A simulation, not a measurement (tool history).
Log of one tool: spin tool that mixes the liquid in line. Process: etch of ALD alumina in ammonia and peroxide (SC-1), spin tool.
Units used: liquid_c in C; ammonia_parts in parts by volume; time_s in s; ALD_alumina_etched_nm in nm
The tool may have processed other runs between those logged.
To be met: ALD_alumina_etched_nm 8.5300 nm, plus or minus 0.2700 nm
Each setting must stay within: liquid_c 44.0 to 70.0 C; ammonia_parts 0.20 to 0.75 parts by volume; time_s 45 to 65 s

run 1 hour=0.0 | liquid_c=60.0 ammonia_parts=0.45 time_s=65 | ALD_alumina_etched_nm=6.0849
run 2 hour=1.0 | liquid_c=61.5 ammonia_parts=0.45 time_s=65 | ALD_alumina_etched_nm=6.4235
run 3 hour=2.5 | liquid_c=63.0 ammonia_parts=0.45 time_s=65 | ALD_alumina_etched_nm=6.8925
run 4 hour=4.2 | liquid_c=63.0 ammonia_parts=0.40 time_s=65 | ALD_alumina_etched_nm=6.8949
run 5 hour=11.8 | liquid_c=57.5 ammonia_parts=0.40 time_s=65 | ALD_alumina_etched_nm=5.2459
run 6 hour=17.5 | liquid_c=60.0 ammonia_parts=0.40 time_s=65 | ALD_alumina_etched_nm=5.9057
run 7 hour=21.9 | liquid_c=62.0 ammonia_parts=0.40 time_s=65 | ALD_alumina_etched_nm=6.5159
-- hour=25.5 new drum of ammonia solution connected
run 8 hour=25.5 | liquid_c=68.5 ammonia_parts=0.40 time_s=65 | ALD_alumina_etched_nm=9.0670
run 9 hour=29.6 | liquid_c=68.0 ammonia_parts=0.40 time_s=65 | ALD_alumina_etched_nm=8.8596

Which single option among these 5 for the next run brings every result within its allowed miss of target? Just one does.
run A hour=33.7 | liquid_c=70.0 ammonia_parts=0.60 time_s=50 | ALD_alumina_etched_nm=?
run B hour=33.7 | liquid_c=65.0 ammonia_parts=0.50 time_s=65 | ALD_alumina_etched_nm=?
run C hour=33.7 | liquid_c=67.5 ammonia_parts=0.30 time_s=65 | ALD_alumina_etched_nm=?
run D hour=33.7 | liquid_c=65.0 ammonia_parts=0.55 time_s=65 | ALD_alumina_etched_nm=?
run E hour=33.7 | liquid_c=69.0 ammonia_parts=0.40 time_s=65 | ALD_alumina_etched_nm=?

move=A ALD_alumina_etched_nm=7.8018
move=B ALD_alumina_etched_nm=7.8108
move=C ALD_alumina_etched_nm=8.4182
move=D ALD_alumina_etched_nm=7.8813
move=E ALD_alumina_etched_nm=9.3035
A: carries the result that was furthest off beyond its target, to the other side
B: carries the result that was furthest off beyond its target, to the other side
C: in spec on every target
D: carries the result that was furthest off beyond its target, to the other side
E: the biggest miss grows against the last run
Answer: C
